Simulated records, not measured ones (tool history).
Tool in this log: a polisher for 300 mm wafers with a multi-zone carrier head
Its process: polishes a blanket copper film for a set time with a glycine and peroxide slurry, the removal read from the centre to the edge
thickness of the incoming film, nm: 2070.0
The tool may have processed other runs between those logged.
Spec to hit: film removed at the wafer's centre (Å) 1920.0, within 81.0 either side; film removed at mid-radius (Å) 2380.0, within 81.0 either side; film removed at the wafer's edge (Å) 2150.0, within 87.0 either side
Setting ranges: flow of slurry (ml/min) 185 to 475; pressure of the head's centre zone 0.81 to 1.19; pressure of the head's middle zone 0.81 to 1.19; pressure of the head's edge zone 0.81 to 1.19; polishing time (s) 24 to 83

run    day  flow of slurry (ml/min)  pressure of the head's centre zone  pressure of the head's middle zone  pressure of the head's edge zone  polishing time (s)  film removed at the wafer's centre (Å)  film removed at mid-radius (Å)  film removed at the wafer's edge (Å)
  1  0.000                      305                                1.00                                1.00                              1.00                  53                                  3259.0                          3366.0                                3352.9
  2  0.375                      305                                0.99                                1.00                              0.99                  51                                  3142.6                          3243.2                                3180.8
  3  0.538                      305                                0.99                                1.00                              1.06                  51                                  3082.7                          3241.7                                3256.3
  4  0.575                      370                                0.99                                1.00                              1.06                  51                                  3196.4                          3284.6                                3284.6
  5  0.725                      370                                0.98                                1.01                              1.05                  49                                  2944.7                          3222.1                                3169.7
  6  0.779                      370                                0.98                                1.01                              1.12                  49                                  3033.5                          3147.8                                3217.0
  7  0.867                      375                                0.98                                1.02                              1.11                  47                                  2888.9                          3093.0                                3095.6
  8  0.908                      380                                0.98                                1.02                              1.10                  45                                  2745.7                          2920.7                                2953.6
  9  1.212                      385                                0.98                                1.03                              1.09                  44                                  2754.7                          2870.2                                2830.7
 10  1.538                      385                                0.97                                1.04                              1.08                  43                                  2608.0                          2889.4                                2819.8
 11  1.900                      385                                0.94                                1.03                              0.98                  29                                  1693.2                          1928.5                                1811.9
 12  2.117                      385                                0.94                                1.04                              1.00                  29                                  1706.8                          1936.0                                1847.6
 13  2.250                      385                                0.94                                1.05                              1.01                  29                                  1691.3                          1964.1                                1842.6
 14  2.317                      385                                0.94                                1.06                              1.02                  29                                  1715.8                          1969.9                                1848.0
 15  2.571                      385                                0.94                                1.07                              1.03                  29                                  1730.8                          1993.8                                1817.8
 16  2.904                      385                                0.94                                1.07                              1.03                  29                                  1724.5                          1967.4                                1834.9
 17  3.108                      390                                0.93                                1.08                              1.04                  30                                  1779.6                          2065.2                                1867.1
 18  3.167                      395                                0.92                                1.08                              1.05                  31                                  1814.8                          2126.9                                1975.2
 19  3.196                      395                                0.92                                1.09                              1.06                  31                                  1812.4                          2168.9                                2005.6

Which single option among these 4 for the next run brings every result within its allowed miss of target? Just one does.
  A  3.225                      395                                0.90                                1.15                              1.05                  37                                       ?                               ?                                     ?
  B  3.225                      380                                0.96                                1.18                              1.08                  36                                       ?                               ?                                     ?
  C  3.225                      355                                0.92                                1.16                              1.09                  33                                       ?                               ?                                     ?
  D  3.225                      410                                0.93                                1.12                              0.91                  36                                       ?                               ?                                     ?

move  film removed at the wafer's centre (Å)  film removed at mid-radius (Å)  film removed at the wafer's edge (Å)
   A                                  2110.1                          2685.1                                2404.7
   B                                  2184.8                          2658.9                                2366.8
   C                                  1907.7                          2392.2                                2171.6
   D                                  2127.7                          2564.6                                2190.3
A: pushes the last run's worst result past its target
B: pushes the last run's worst result past its target
C: meets every target
D: pushes the last run's worst result past its target
Answer: C
